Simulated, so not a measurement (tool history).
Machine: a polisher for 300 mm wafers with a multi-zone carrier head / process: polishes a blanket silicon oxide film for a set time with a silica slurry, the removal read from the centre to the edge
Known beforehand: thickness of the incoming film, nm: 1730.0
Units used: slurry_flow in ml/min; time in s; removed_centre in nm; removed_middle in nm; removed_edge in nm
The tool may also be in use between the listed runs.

| run | hour | slurry_flow | centre_zone | middle_zone | edge_zone | slurry_solids | time | removed_centre | removed_middle | removed_edge |
|---|---|---|---|---|---|---|---|---|---|---|
| 1 | 0 | 315 | 1 | 1 | 1 | 1 | 54 | 95.105 | 100.27 | 97.422 |
| 2 | 8.7 | 390 | 1 | 1 | 1 | 1 | 54 | 98.593 | 102.51 | 99.315 |
| 3 | 10.8 | 390 | 1.03 | 1.02 | 1.04 | 1.1 | 54 | 105.48 | 108.01 | 102.75 |
| 4 | 17.4 | 390 | 1.03 | 1.02 | 1.04 | 1 | 54 | 100.29 | 103.59 | 100.34 |
| 5 | 21.1 | 390 | 1.03 | 0.94 | 1.04 | 1 | 54 | 102.19 | 97.116 | 100.39 |
| 6 | 23.2 | 390 | 1.03 | 0.94 | 1.04 | 1.1 | 54 | 105.06 | 100.36 | 105.37 |

Run 7 is up next; what results do you expect?
| 7 | 27 | 390 | 1.05 | 0.97 | 1.05 | 1.2 | 54 | ? | ? | ? |

removed_centre: 110.23 nm
removed_middle: 104.79 nm
removed_edge: 110.75 nm
